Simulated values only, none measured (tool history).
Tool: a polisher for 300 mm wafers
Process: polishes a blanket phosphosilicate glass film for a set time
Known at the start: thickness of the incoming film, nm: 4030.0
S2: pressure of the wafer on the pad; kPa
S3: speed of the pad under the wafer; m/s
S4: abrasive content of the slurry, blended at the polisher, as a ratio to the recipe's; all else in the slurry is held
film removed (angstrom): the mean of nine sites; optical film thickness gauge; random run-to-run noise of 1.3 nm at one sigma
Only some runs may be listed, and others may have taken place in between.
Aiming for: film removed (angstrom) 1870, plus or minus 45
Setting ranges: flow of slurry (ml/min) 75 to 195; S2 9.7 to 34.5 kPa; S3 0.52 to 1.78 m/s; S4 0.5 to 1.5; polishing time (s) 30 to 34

{"run": 1, "hour": 0.0, "flow of slurry (ml/min)": 125, "S2": 22.1, "S3": 1.14, "S4": 1, "polishing time (s)": 34, "film removed (angstrom)": 2899.5}
{"run": 2, "hour": 2.8, "flow of slurry (ml/min)": 125, "S2": 22.1, "S3": 1.14, "S4": 0.9, "polishing time (s)": 34, "film removed (angstrom)": 2792.1}
{"run": 3, "hour": 11.5, "flow of slurry (ml/min)": 110, "S2": 22.1, "S3": 1.14, "S4": 0.9, "polishing time (s)": 34, "film removed (angstrom)": 2741.4}
{"run": 4, "hour": 12.6, "flow of slurry (ml/min)": 110, "S2": 22.1, "S3": 1.14, "S4": 0.9, "polishing time (s)": 30, "film removed (angstrom)": 2388.1}
{"run": 5, "hour": 17.2, "flow of slurry (ml/min)": 105, "S2": 21.4, "S3": 1.14, "S4": 0.9, "polishing time (s)": 30, "film removed (angstrom)": 2297.8}
{"run": 6, "hour": 20.6, "flow of slurry (ml/min)": 105, "S2": 21.4, "S3": 1.14, "S4": 1.05, "polishing time (s)": 30, "film removed (angstrom)": 2438.5}
{"run": 7, "hour": 23.9, "flow of slurry (ml/min)": 100, "S2": 20.7, "S3": 1.14, "S4": 1.05, "polishing time (s)": 30, "film removed (angstrom)": 2371.2}
{"run": 8, "hour": 27.5, "flow of slurry (ml/min)": 95, "S2": 20, "S3": 1.14, "S4": 1.05, "polishing time (s)": 30, "film removed (angstrom)": 2280.7}
{"run": 9, "hour": 32.1, "flow of slurry (ml/min)": 90, "S2": 19.3, "S3": 1.14, "S4": 1.05, "polishing time (s)": 30, "film removed (angstrom)": 2188.7}
{"run": 10, "hour": 36.0, "flow of slurry (ml/min)": 85, "S2": 18.6, "S3": 1.14, "S4": 1.05, "polishing time (s)": 30, "film removed (angstrom)": 2089.9}
{"run": 11, "hour": 41.1, "flow of slurry (ml/min)": 85, "S2": 17.9, "S3": 1.14, "S4": 1.05, "polishing time (s)": 30, "film removed (angstrom)": 2012.3}
{"run": 12, "hour": 44.2, "flow of slurry (ml/min)": 80, "S2": 17.2, "S3": 1.14, "S4": 1.05, "polishing time (s)": 30, "film removed (angstrom)": 1922.6}

Next run, 5 choices. One meets every target within its allowed miss, the rest don't. Which?
{"run": "A", "hour": 47.3, "flow of slurry (ml/min)": 110, "S2": 13.8, "S3": 1.12, "S4": 1, "polishing time (s)": 32, "film removed (angstrom)": "?"}
{"run": "B", "hour": 47.3, "flow of slurry (ml/min)": 75, "S2": 15.9, "S3": 1.16, "S4": 1, "polishing time (s)": 32, "film removed (angstrom)": "?"}
{"run": "C", "hour": 47.3, "flow of slurry (ml/min)": 95, "S2": 13.8, "S3": 1.26, "S4": 0.95, "polishing time (s)": 31, "film removed (angstrom)": "?"}
{"run": "D", "hour": 47.3, "flow of slurry (ml/min)": 75, "S2": 12.4, "S3": 1.34, "S4": 1.1, "polishing time (s)": 32, "film removed (angstrom)": "?"}
{"run": "E", "hour": 47.3, "flow of slurry (ml/min)": 135, "S2": 13.8, "S3": 1.06, "S4": 1.3, "polishing time (s)": 30, "film removed (angstrom)": "?"}

move=A film_removed_(angstrom)=1734.9
move=B film_removed_(angstrom)=1882.4
move=C film_removed_(angstrom)=1761.2
move=D film_removed_(angstrom)=1768.9
move=E film_removed_(angstrom)=1783.8
A: takes the result that was furthest off past its target
B: all results in spec
C: takes the result that was furthest off past its target
D: takes the result that was furthest off past its target
E: takes the result that was furthest off past its target
B meets every target.
